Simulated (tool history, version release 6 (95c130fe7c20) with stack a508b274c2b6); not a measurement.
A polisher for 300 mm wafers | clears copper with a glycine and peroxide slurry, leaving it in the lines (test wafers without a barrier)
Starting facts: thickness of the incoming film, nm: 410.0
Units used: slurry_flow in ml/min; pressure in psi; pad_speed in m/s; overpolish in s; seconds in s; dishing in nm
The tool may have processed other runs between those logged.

run 1 hour=0 | slurry_flow=255 pressure=2 pad_speed=0.92 overpolish=18 | seconds=119.21 dishing=42.195
run 2 hour=7.3 | slurry_flow=255 pressure=2 pad_speed=0.74 overpolish=18 | seconds=142.84 dishing=36.273
run 3 hour=15.6 | slurry_flow=255 pressure=1.9 pad_speed=0.74 overpolish=16 | seconds=147.53 dishing=30.423
run 4 hour=21.6 | slurry_flow=255 pressure=1.8 pad_speed=0.74 overpolish=15 | seconds=149.51 dishing=29.177
run 5 hour=28.9 | slurry_flow=255 pressure=1.8 pad_speed=0.74 overpolish=19 | seconds=149.76 dishing=36.941
run 6 hour=32.7 | slurry_flow=215 pressure=1.8 pad_speed=0.74 overpolish=19 | seconds=155.89 dishing=34.8
run 7 hour=36.6 | slurry_flow=220 pressure=1.8 pad_speed=0.74 overpolish=17 | seconds=154.89 dishing=32.184
run 8 hour=43.5 | slurry_flow=220 pressure=1.6 pad_speed=0.74 overpolish=8 | seconds=163.81 dishing=14.803

What does the tool deliver on the next run?
run 9 hour=49.4 | slurry_flow=220 pressure=1.7 pad_speed=0.7 overpolish=13 | seconds=? dishing=?

{"run 9": {"seconds": 164.78, "dishing": 23.793}}
